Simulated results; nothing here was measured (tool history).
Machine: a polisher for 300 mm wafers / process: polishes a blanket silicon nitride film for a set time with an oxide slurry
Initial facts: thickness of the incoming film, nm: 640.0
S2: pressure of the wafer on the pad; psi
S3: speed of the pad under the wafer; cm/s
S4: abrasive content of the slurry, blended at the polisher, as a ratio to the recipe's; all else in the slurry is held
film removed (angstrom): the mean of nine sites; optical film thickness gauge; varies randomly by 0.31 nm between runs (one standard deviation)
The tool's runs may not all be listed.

run 1 hour=0.0 | flow_of_slurry_(ml/min)=180 S2=3.8 S3=100 S4=1.0 polishing_time_(s)=49 | film_removed_(angstrom)=373.42
run 2 hour=3.2 | flow_of_slurry_(ml/min)=185 S2=3.9 S3=100 S4=1.0 polishing_time_(s)=49 | film_removed_(angstrom)=386.38
run 3 hour=4.3 | flow_of_slurry_(ml/min)=185 S2=3.9 S3=100 S4=0.8 polishing_time_(s)=49 | film_removed_(angstrom)=349.73
run 4 hour=9.6 | flow_of_slurry_(ml/min)=190 S2=4.0 S3=100 S4=0.8 polishing_time_(s)=49 | film_removed_(angstrom)=361.03
run 5 hour=16.5 | flow_of_slurry_(ml/min)=225 S2=4.0 S3=100 S4=0.8 polishing_time_(s)=49 | film_removed_(angstrom)=363.08
run 6 hour=22.1 | flow_of_slurry_(ml/min)=225 S2=4.0 S3=82 S4=0.8 polishing_time_(s)=49 | film_removed_(angstrom)=316.66
run 7 hour=23.2 | flow_of_slurry_(ml/min)=225 S2=4.0 S3=82 S4=0.8 polishing_time_(s)=49 | film_removed_(angstrom)=318.41
run 8 hour=31.3 | flow_of_slurry_(ml/min)=225 S2=4.2 S3=82 S4=0.8 polishing_time_(s)=49 | film_removed_(angstrom)=324.88
run 9 hour=33.8 | flow_of_slurry_(ml/min)=225 S2=4.4 S3=82 S4=0.8 polishing_time_(s)=49 | film_removed_(angstrom)=338.34
run 10 hour=39.7 | flow_of_slurry_(ml/min)=225 S2=4.6 S3=82 S4=0.8 polishing_time_(s)=49 | film_removed_(angstrom)=350.07
run 11 hour=46.4 | flow_of_slurry_(ml/min)=225 S2=4.8 S3=82 S4=0.8 polishing_time_(s)=49 | film_removed_(angstrom)=361.56
run 12 hour=53.2 | flow_of_slurry_(ml/min)=255 S2=5.8 S3=82 S4=0.8 polishing_time_(s)=49 | film_removed_(angstrom)=426.77

Forecast run 13:
run 13 hour=57.1 | flow_of_slurry_(ml/min)=255 S2=5.8 S3=84 S4=0.8 polishing_time_(s)=49 | film_removed_(angstrom)=?

{"run 13": {"film removed (angstrom)": 436.68}}
